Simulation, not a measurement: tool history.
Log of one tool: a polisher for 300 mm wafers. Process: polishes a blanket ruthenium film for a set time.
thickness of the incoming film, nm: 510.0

run,hour,flow of slurry (ml/min),pressure of the wafer on the pad (kPa),speed of the pad under the wafer (cm/s),polishing time (s),film removed (angstrom)
1,0.0,240,13.8,120,67,783.24
2,6.7,235,13.1,120,67,746.93
3,11.7,200,13.1,120,67,731.61
4,14.2,195,13.1,120,67,733.30
5,17.8,190,12.4,120,67,700.63
6,22.3,190,15.2,120,67,810.09

Estimate the outcome of run 7 from the log above:
7,29.0,185,14.5,120,67,?

film removed (angstrom): 787.33

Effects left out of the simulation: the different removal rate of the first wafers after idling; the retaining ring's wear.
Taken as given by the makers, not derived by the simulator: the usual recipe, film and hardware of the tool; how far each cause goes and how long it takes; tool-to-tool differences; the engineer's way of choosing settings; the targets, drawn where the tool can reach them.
